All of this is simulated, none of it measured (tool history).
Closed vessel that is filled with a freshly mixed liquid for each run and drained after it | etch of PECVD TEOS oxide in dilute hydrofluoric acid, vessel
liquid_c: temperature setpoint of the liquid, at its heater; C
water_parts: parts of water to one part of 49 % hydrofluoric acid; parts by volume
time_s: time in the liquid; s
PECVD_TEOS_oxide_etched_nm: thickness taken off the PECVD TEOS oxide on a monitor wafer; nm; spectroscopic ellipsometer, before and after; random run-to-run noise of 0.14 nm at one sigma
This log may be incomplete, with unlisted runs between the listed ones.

| run | hour | liquid_c | water_parts | time_s | PECVD_TEOS_oxide_etched_nm |
|---|---|---|---|---|---|
| 1 | 0.0 | 24.0 | 120 | 110 | 9.1002 |
| 2 | 8.7 | 24.0 | 160 | 110 | 6.5662 |
| 3 | 12.1 | 24.0 | 160 | 80 | 4.7560 |
| 4 | 20.1 | 26.5 | 115 | 90 | 8.6512 |
| 5 | 26.9 | 24.5 | 115 | 90 | 7.9543 |
|  | 35.0 | thermometer replaced |
| 6 | 35.0 | 27.0 | 115 | 90 | 9.2611 |

What does the tool deliver on the next run?
| 7 | 36.2 | 28.5 | 85 | 95 | ? |

Run 7 produced PECVD_TEOS_oxide_etched_nm 14.5450 nm.
